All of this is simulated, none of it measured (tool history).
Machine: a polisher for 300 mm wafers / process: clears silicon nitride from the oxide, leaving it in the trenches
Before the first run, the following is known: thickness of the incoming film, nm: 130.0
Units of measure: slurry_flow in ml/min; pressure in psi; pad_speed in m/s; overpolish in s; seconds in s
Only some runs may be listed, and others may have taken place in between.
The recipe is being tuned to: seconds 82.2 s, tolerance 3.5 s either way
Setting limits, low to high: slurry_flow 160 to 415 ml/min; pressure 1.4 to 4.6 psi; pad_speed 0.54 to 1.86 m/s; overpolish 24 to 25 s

run,hour,slurry_flow,pressure,pad_speed,overpolish,seconds
1,0,265,3,1.18,24,129.58
2,3.5,265,3,1.36,24,113.01
3,6.1,265,2.6,1.36,24,130
4,7.7,265,3,1.36,24,111.95
5,9.3,265,3,1.36,24,111.92
6,18.1,265,2.5,1.36,24,133.75
7,19.2,265,2.9,1.38,24,116.68
8,25.9,265,3.7,1.42,24,87.429
9,31.9,265,3.8,1.42,24,88.058

Below are 5 possible settings for the next run. Only one of them brings all results inside the allowed miss of their targets. Which is it?
A,37.9,265,4.1,1.2,25,?
B,37.9,270,4.2,1.18,25,?
C,37.9,255,3.7,1.52,25,?
D,37.9,285,3.7,1.24,24,?
E,37.9,320,3.8,1.36,25,?

move,seconds
A,94.351
B,93.486
C,83.202
D,100.29
E,88.367
A: misses by more than the last run did
B: misses by more than the last run did
C: every result within its allowed miss
D: misses by more than the last run did
E: misses by more than the last run did
Answer: C
